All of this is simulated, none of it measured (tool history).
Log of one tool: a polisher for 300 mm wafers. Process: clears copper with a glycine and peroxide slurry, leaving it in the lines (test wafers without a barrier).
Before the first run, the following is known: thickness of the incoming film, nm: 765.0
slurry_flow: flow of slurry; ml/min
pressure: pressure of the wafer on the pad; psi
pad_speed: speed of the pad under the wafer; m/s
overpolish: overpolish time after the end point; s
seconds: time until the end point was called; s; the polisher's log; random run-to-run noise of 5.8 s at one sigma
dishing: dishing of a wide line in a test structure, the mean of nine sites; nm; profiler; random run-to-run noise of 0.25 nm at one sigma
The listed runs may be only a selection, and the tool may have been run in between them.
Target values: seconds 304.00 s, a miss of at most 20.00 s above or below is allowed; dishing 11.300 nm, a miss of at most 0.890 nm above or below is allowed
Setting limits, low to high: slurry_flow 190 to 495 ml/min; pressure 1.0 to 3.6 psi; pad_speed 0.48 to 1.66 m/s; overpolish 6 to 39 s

run,day,slurry_flow,pressure,pad_speed,overpolish,seconds,dishing
1,0.000,320,2.3,1.06,20,141.90,63.320
2,0.262,300,2.1,0.98,18,163.93,54.707
3,0.329,300,2.1,1.24,18,130.34,61.262
4,0.508,330,1.9,1.14,16,152.34,49.242
5,0.542,355,1.8,1.04,15,165.90,42.674
6,0.762,355,1.8,1.04,22,167.41,59.442
7,1.025,375,1.7,0.96,20,185.31,50.790
8,1.071,285,1.1,0.66,10,292.28,18.489
9,1.242,270,1.1,0.64,9,309.50,16.389
10,1.338,260,1.1,0.64,9,313.87,16.208
11,1.492,250,1.1,0.64,9,326.07,16.356
12,1.767,265,1.1,0.62,9,314.94,15.735
13,2.062,280,1.1,0.60,9,319.14,15.979
14,2.279,295,1.1,0.58,9,327.26,15.483
15,2.362,325,1.1,0.58,9,313.69,15.947

Below are 5 possible settings for the next run. Only one of them brings all results inside the allowed miss of their targets. Which is it?
A,2.446,285,1.3,0.54,19,?,?
B,2.446,320,1.0,0.50,16,?,?
C,2.446,265,1.1,0.66,6,?,?
D,2.446,300,1.4,0.54,12,?,?
E,2.446,305,1.2,0.56,15,?,?

move,seconds,dishing
A,323.30,32.634
B,368.71,24.758
C,311.29,11.442
D,311.41,22.186
E,325.22,26.140
A: its largest miss is bigger than the last run's
B: its largest miss is bigger than the last run's
C: all results in spec
D: its largest miss is bigger than the last run's
E: its largest miss is bigger than the last run's
Go with C: it meets all targets.
